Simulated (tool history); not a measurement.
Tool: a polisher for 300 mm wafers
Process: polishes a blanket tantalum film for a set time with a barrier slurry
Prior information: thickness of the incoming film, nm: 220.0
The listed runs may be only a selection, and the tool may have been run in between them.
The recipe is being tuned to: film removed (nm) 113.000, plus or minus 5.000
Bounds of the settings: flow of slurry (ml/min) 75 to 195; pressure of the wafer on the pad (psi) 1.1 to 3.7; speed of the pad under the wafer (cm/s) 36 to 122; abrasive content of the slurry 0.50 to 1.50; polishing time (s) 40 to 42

| run | day | flow of slurry (ml/min) | pressure of the wafer on the pad (psi) | speed of the pad under the wafer (cm/s) | abrasive content of the slurry | polishing time (s) | film removed (nm) |
|---|---|---|---|---|---|---|---|
| 1 | 0.000 | 125 | 2.4 | 78 | 1.00 | 40 | 66.623 |
| 2 | 0.183 | 125 | 2.6 | 78 | 1.00 | 40 | 71.739 |
| 3 | 0.500 | 105 | 2.6 | 78 | 1.00 | 40 | 67.733 |
| 4 | 0.525 | 115 | 2.7 | 78 | 1.00 | 40 | 70.887 |
| 5 | 0.842 | 120 | 2.9 | 78 | 1.00 | 40 | 75.995 |
| 6 | 1.062 | 120 | 3.4 | 78 | 1.00 | 40 | 85.734 |
| 7 | 1.138 | 125 | 3.4 | 80 | 1.00 | 40 | 87.948 |
| 8 | 1.471 | 125 | 3.4 | 82 | 1.00 | 40 | 90.169 |
| 9 | 1.554 | 125 | 3.4 | 84 | 1.00 | 40 | 91.163 |
| 10 | 1.858 | 125 | 3.4 | 86 | 1.00 | 40 | 95.988 |
| 11 | 2.225 | 135 | 3.6 | 88 | 1.00 | 40 | 99.281 |
| 12 | 2.304 | 135 | 3.6 | 90 | 1.00 | 40 | 104.780 |

Exactly one of the 4 candidate moves below puts every result within its allowed miss. Which one?
| A | 2.383 | 175 | 3.2 | 106 | 1.15 | 40 | ? |
| B | 2.383 | 145 | 3.5 | 94 | 0.95 | 42 | ? |
| C | 2.383 | 155 | 3.7 | 92 | 1.25 | 42 | ? |
| D | 2.383 | 135 | 3.7 | 96 | 1.05 | 42 | ? |

| move | film removed (nm) |
|---|---|
| A | 121.740 |
| B | 112.210 |
| C | 124.340 |
| D | 121.280 |
A: carries the result that was furthest off beyond its target, to the other side
B: hits every target within its allowed miss
C: carries the result that was furthest off beyond its target, to the other side
D: carries the result that was furthest off beyond its target, to the other side
The right move is B.
